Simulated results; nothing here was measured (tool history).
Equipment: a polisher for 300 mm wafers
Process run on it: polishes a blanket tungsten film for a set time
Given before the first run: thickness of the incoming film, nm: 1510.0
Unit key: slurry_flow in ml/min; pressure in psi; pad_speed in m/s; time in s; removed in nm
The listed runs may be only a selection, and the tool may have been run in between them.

Run 1, hour 0: slurry_flow 260 ml/min, pressure 4.4 psi, pad_speed 1.34 m/s, slurry_solids 1, time 44 s. Result: removed 324.97 nm.
Run 2, hour 3.3: slurry_flow 260 ml/min, pressure 4.1 psi, pad_speed 1.34 m/s, slurry_solids 1, time 44 s. Result: removed 304.35 nm.
Run 3, hour 4.3: slurry_flow 260 ml/min, pressure 4.7 psi, pad_speed 1.34 m/s, slurry_solids 1, time 44 s. Result: removed 347.09 nm.
Run 4, hour 10.9: slurry_flow 300 ml/min, pressure 4.7 psi, pad_speed 1.34 m/s, slurry_solids 1, time 44 s. Result: removed 347.33 nm.
Run 5, hour 12.2: slurry_flow 255 ml/min, pressure 4.7 psi, pad_speed 1.34 m/s, slurry_solids 1, time 44 s. Result: removed 343.34 nm.
Run 6, hour 20: slurry_flow 255 ml/min, pressure 4.3 psi, pad_speed 1.34 m/s, slurry_solids 1, time 44 s. Result: removed 321.53 nm.

Run 7 comes next. What will it give?
Run 7, hour 27.4: slurry_flow 250 ml/min, pressure 3.1 psi, pad_speed 1.32 m/s, slurry_solids 1, time 44 s. Result: removed ?.

removed: 234.67 nm
